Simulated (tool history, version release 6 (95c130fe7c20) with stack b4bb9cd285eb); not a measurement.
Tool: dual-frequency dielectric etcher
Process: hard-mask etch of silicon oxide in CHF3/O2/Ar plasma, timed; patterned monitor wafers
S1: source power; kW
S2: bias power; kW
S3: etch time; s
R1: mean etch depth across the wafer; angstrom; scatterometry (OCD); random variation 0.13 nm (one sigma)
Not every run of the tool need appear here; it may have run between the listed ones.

run	hour	S1	S2	S3	R1
1	0	0.53	0.21	13.5	279.22
2	1.8	0.51	0.207	13.5	278.26
3	7	0.5	0.2	13.5	275.02
4	13.8	0.49	0.193	13.5	267.02
5	15.3	0.49	0.162	13.5	258.47
6	19.7	0.49	0.191	13.5	269.12
7	20.5	0.48	0.186	13.5	266.85
8	25.4	0.47	0.18	13.5	262.26
9	34	0.46	0.176	13.5	256.59
10	35.9	0.45	0.175	13.5	256.96

Forecast run 11:
11	41.6	0.44	0.173	13.5	?

R1: 258.39 angstrom
